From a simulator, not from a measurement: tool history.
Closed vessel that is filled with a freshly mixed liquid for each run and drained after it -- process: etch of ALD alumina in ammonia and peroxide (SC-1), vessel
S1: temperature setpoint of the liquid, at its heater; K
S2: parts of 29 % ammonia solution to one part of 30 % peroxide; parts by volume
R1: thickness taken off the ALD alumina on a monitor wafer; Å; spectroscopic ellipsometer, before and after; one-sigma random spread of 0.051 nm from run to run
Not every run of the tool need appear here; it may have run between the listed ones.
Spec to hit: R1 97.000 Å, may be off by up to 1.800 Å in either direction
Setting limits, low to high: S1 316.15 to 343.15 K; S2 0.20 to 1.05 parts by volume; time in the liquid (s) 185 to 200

{"run": 1, "hour": 0.0, "S1": 332.15, "S2": 0.55, "time in the liquid (s)": 185, "R1": 105.77}
{"run": 2, "hour": 7.2, "S1": 332.15, "S2": 0.45, "time in the liquid (s)": 185, "R1": 104.1}
{"run": 3, "hour": 8.7, "S1": 331.65, "S2": 0.45, "time in the liquid (s)": 185, "R1": 101.15}
{"run": 4, "hour": 11.8, "S1": 337.15, "S2": 0.45, "time in the liquid (s)": 185, "R1": 133.07}
{"run": 5, "hour": 16.8, "S1": 340.15, "S2": 0.45, "time in the liquid (s)": 185, "R1": 154.55}
{"run": 6, "hour": 19.0, "S1": 337.15, "S2": 0.45, "time in the liquid (s)": 185, "R1": 133.93}
{"run": 7, "hour": 20.9, "S1": 335.15, "S2": 0.45, "time in the liquid (s)": 185, "R1": 122.2}
{"run": 8, "hour": 26.9, "S1": 333.65, "S2": 0.45, "time in the liquid (s)": 185, "R1": 112.4}
{"run": 9, "hour": 32.7, "S1": 332.65, "S2": 0.45, "time in the liquid (s)": 185, "R1": 106.0}
{"run": 10, "hour": 34.8, "S1": 332.15, "S2": 0.45, "time in the liquid (s)": 185, "R1": 104.2}
{"run": 11, "hour": 41.2, "S1": 331.65, "S2": 0.45, "time in the liquid (s)": 185, "R1": 99.784}

4 candidate next runs follow, results not yet known. Just one meets every target within its allowed miss. Identify it.
{"run": "A", "hour": 47.6, "S1": 331.65, "S2": 0.4, "time in the liquid (s)": 195, "R1": "?"}
{"run": "B", "hour": 47.6, "S1": 330.65, "S2": 0.5, "time in the liquid (s)": 200, "R1": "?"}
{"run": "C", "hour": 47.6, "S1": 329.65, "S2": 0.4, "time in the liquid (s)": 200, "R1": "?"}
{"run": "D", "hour": 47.6, "S1": 331.65, "S2": 0.35, "time in the liquid (s)": 190, "R1": "?"}

move=A R1=104.740
move=B R1=104.160
move=C R1=96.769
move=D R1=100.770
A: lands further from the targets than the last run did
B: lands further from the targets than the last run did
C: every result within its allowed miss
D: lands further from the targets than the last run did
C meets every target.
